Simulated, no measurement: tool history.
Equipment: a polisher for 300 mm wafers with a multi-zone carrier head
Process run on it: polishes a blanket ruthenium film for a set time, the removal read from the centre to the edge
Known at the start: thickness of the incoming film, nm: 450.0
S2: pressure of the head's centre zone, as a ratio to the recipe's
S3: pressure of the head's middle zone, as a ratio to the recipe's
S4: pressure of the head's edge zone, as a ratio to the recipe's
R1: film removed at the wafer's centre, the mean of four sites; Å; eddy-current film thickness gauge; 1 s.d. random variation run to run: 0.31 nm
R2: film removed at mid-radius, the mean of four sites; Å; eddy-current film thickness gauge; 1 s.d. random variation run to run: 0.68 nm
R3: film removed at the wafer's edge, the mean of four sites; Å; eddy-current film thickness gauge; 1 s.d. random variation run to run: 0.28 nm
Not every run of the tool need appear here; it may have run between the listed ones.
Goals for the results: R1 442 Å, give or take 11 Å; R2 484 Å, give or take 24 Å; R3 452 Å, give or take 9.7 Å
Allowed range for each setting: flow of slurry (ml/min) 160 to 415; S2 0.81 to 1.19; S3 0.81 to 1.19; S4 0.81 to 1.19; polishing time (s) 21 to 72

{"run": 1, "hour": 0.0, "flow of slurry (ml/min)": 265, "S2": 1, "S3": 1, "S4": 1, "polishing time (s)": 46, "R1": 511.73, "R2": 518.85, "R3": 510.46}
{"run": 2, "hour": 5.9, "flow of slurry (ml/min)": 265, "S2": 0.97, "S3": 1, "S4": 1, "polishing time (s)": 46, "R1": 493.58, "R2": 520.4, "R3": 505.03}
{"run": 3, "hour": 7.8, "flow of slurry (ml/min)": 290, "S2": 0.97, "S3": 1, "S4": 1, "polishing time (s)": 46, "R1": 500.7, "R2": 540.19, "R3": 520.12}
{"run": 4, "hour": 12.5, "flow of slurry (ml/min)": 255, "S2": 0.95, "S3": 1, "S4": 0.97, "polishing time (s)": 46, "R1": 484.15, "R2": 516.6, "R3": 504.37}
{"run": 5, "hour": 19.6, "flow of slurry (ml/min)": 255, "S2": 0.95, "S3": 0.96, "S4": 0.97, "polishing time (s)": 46, "R1": 481.14, "R2": 520.41, "R3": 499.37}
{"run": 6, "hour": 23.7, "flow of slurry (ml/min)": 235, "S2": 0.94, "S3": 0.95, "S4": 0.94, "polishing time (s)": 46, "R1": 467.26, "R2": 496.38, "R3": 495.48}
{"run": 7, "hour": 26.1, "flow of slurry (ml/min)": 235, "S2": 0.94, "S3": 0.98, "S4": 0.9, "polishing time (s)": 45, "R1": 462.59, "R2": 498.23, "R3": 474.35}
{"run": 8, "hour": 28.1, "flow of slurry (ml/min)": 220, "S2": 0.93, "S3": 0.98, "S4": 0.88, "polishing time (s)": 45, "R1": 453.77, "R2": 498.2, "R3": 472.08}
{"run": 9, "hour": 34.1, "flow of slurry (ml/min)": 220, "S2": 0.93, "S3": 0.98, "S4": 0.88, "polishing time (s)": 45, "R1": 450.18, "R2": 482.14, "R3": 472.29}
{"run": 10, "hour": 36.0, "flow of slurry (ml/min)": 220, "S2": 0.93, "S3": 0.98, "S4": 0.88, "polishing time (s)": 45, "R1": 447.52, "R2": 500.41, "R3": 468.35}
{"run": 11, "hour": 37.3, "flow of slurry (ml/min)": 210, "S2": 0.93, "S3": 0.97, "S4": 0.87, "polishing time (s)": 45, "R1": 447.42, "R2": 482.35, "R3": 462.85}

Pick the move, out of 5, that brings all results within their allowed miss; only one does.
{"run": "A", "hour": 38.6, "flow of slurry (ml/min)": 245, "S2": 0.93, "S3": 0.98, "S4": 0.85, "polishing time (s)": 43, "R1": "?", "R2": "?", "R3": "?"}
{"run": "B", "hour": 38.6, "flow of slurry (ml/min)": 170, "S2": 0.96, "S3": 0.81, "S4": 0.89, "polishing time (s)": 45, "R1": "?", "R2": "?", "R3": "?"}
{"run": "C", "hour": 38.6, "flow of slurry (ml/min)": 205, "S2": 0.87, "S3": 0.97, "S4": 0.94, "polishing time (s)": 45, "R1": "?", "R2": "?", "R3": "?"}
{"run": "D", "hour": 38.6, "flow of slurry (ml/min)": 230, "S2": 0.89, "S3": 0.98, "S4": 0.88, "polishing time (s)": 43, "R1": "?", "R2": "?", "R3": "?"}
{"run": "E", "hour": 38.6, "flow of slurry (ml/min)": 170, "S2": 0.88, "S3": 0.94, "S4": 0.82, "polishing time (s)": 48, "R1": "?", "R2": "?", "R3": "?"}

move=A R1=436.41 R2=491.81 R3=446.65
move=B R1=440.2 R2=440.13 R3=454.58
move=C R1=414.66 R2=498.73 R3=474.7
move=D R1=413.48 R2=487.64 R3=449.03
move=E R1=430.35 R2=505.61 R3=471.1
A: every result within its allowed miss
B: corrects the largest miss of the last run, while another result sits out of spec
C: further off than the last run
D: corrects the largest miss of the last run, while another result sits out of spec
E: further off than the last run
So the answer is move A, the one that meets all the targets.

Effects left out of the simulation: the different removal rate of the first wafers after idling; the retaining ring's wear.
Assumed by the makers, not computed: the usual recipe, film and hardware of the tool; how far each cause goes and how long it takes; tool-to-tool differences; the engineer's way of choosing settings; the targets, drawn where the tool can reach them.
